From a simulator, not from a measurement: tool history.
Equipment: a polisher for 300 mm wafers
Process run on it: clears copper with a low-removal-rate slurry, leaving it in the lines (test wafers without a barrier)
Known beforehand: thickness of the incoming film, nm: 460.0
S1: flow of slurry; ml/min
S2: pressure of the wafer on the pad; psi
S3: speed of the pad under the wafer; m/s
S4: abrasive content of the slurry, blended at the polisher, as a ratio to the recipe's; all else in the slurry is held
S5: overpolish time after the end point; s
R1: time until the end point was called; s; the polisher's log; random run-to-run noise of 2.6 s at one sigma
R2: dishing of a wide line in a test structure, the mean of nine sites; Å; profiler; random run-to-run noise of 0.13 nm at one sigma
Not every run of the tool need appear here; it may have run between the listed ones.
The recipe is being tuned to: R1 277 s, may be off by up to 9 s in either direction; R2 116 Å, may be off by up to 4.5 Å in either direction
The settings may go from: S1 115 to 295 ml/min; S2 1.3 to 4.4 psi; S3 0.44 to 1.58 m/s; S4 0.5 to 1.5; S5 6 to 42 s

run,hour,S1,S2,S3,S4,S5,R1,R2
1,0,190,2.8,1,1,21,205.18,327
2,8.1,200,2.4,1.02,1,16,228.1,227.09
3,9.9,210,2.2,1.04,1,13,247.27,183.32
4,11.3,210,2.2,1.04,1,10,246.07,140.46
5,14.1,250,2.2,1.04,1,10,240.67,145.34
6,17.8,250,2.2,1.04,1,6,241.17,87.827
7,26.2,220,2.1,1.06,1,6,252.02,87.383
8,31.6,170,1.9,1.06,1,16,288.87,189.99
9,40.6,190,1.9,1.06,1,14,283.99,167.32
10,42.3,200,1.9,1.06,1,12,275.35,149.4
11,49.1,200,1.9,1.06,1,12,276.78,147.42
12,54.3,200,1.9,1.06,1,11,280.01,139.64
13,61.6,210,1.9,1.06,1,10,281.26,126.67

4 candidate next runs follow, results not yet known. Just one meets every target within its allowed miss. Identify it.
A,68.9,190,2.4,0.96,0.65,9,?,?
B,68.9,270,1.5,1.22,0.9,11,?,?
C,68.9,225,2,1.1,1.1,8,?,?
D,68.9,200,1.7,1.12,1,11,?,?

move,R1,R2
A,281.32,114.05
B,305.87,126.07
C,248.81,114.24
D,297.34,129.8
A: in spec on every target
B: moves away from the targets compared with the last run
C: the furthest-off result lands on target, but another misses its tolerance
D: moves away from the targets compared with the last run
A meets every target.
